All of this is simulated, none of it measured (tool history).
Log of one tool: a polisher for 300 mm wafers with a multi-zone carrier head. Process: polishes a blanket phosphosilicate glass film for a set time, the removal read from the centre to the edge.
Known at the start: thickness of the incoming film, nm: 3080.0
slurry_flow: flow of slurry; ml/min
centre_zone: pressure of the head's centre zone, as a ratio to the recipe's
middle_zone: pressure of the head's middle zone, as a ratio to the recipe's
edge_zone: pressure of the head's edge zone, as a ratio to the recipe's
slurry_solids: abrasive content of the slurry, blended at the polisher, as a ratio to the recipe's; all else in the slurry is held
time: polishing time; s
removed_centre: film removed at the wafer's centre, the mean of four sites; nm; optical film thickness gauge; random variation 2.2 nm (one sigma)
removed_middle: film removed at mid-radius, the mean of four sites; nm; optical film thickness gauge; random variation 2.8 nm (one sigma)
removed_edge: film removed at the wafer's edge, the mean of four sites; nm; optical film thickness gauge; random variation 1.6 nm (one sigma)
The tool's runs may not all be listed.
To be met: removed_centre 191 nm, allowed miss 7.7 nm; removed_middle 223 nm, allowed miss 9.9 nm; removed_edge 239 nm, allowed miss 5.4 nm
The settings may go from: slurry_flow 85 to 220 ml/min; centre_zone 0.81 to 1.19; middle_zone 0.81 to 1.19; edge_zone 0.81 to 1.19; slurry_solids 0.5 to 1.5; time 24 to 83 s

run  hour  slurry_flow  centre_zone  middle_zone  edge_zone  slurry_solids  time  removed_centre  removed_middle  removed_edge
  1     0          140            1            1          1              1    53          301.25          310.61        305.85
  2   6.4          135         0.97         0.99       0.99           0.95    53          287.93          310.57        293.78
  3  10.2          165         0.97         0.99       0.99           0.95    53          290.34          318.23        301.49
  4  18.2          160         0.95         0.97       1.01            0.9    53           282.7          292.61        296.31
  5  19.7          160          0.9         0.97       1.01            0.9    53          269.23           295.6        297.35
  6  21.8          160         0.82         0.97       1.01            0.9    53          244.71          295.47        298.37
  7  22.5          150         0.82         0.97       1.01           0.85    53          235.66          286.42        289.49
  8  27.6          145         0.82         0.96       1.01            0.8    53          229.65          275.14        283.36
  9  35.4          140         0.82         0.95          1           0.75    53          223.28          269.04        274.61
     36.9  -- worn pad replaced by a new one
 10  36.9          135         0.82         0.94          1            0.7    53           242.5          301.14        302.69
 11  40.6          140         0.82         0.97       1.02            0.8    53          258.95          315.55        318.65
 12  43.4          150         0.82         0.96       1.02           0.75    53           261.6          307.31        313.55
 13  45.3          145         0.82         0.94       1.01           0.75    53          253.29          302.03         313.6
 14  48.6          150         0.82         0.94          1           0.85    52          261.94          308.14        322.04
 15  49.1          150         0.82         0.95       1.02            0.8    51          249.56          301.53        309.86
 16    55          155         0.82         0.95          1           0.85    49             255          301.19        302.78
 17  59.4          145         0.83         0.97       1.01            0.8    49          248.16           296.2        298.34
 18  65.7          135         0.83         0.95       0.98           0.75    46          219.48           259.2        263.41
 19  67.8          135         0.83         0.95       0.98           0.75    46          220.95          262.09        262.63

Which of these 4 next moves meets every target?
  A  69.9          140         0.89         1.18       1.05            0.6    52               ?               ?             ?
  B  69.9          135         0.81         0.92       0.95            0.7    52               ?               ?             ?
  C  69.9          130         0.82         1.12       0.83            0.5    49               ?               ?             ?
  D  69.9          135         0.81         0.89       0.99            0.7    42               ?               ?             ?

move  removed_centre  removed_middle  removed_edge
   A          254.25          325.74        289.16
   B          242.89          277.83        291.53
   C          204.26          272.36         227.2
   D          196.14          218.29        240.23
A: further off than the last run
B: further off than the last run
C: takes the result that was furthest off past its target
D: meets every target
Move D is the one to make.

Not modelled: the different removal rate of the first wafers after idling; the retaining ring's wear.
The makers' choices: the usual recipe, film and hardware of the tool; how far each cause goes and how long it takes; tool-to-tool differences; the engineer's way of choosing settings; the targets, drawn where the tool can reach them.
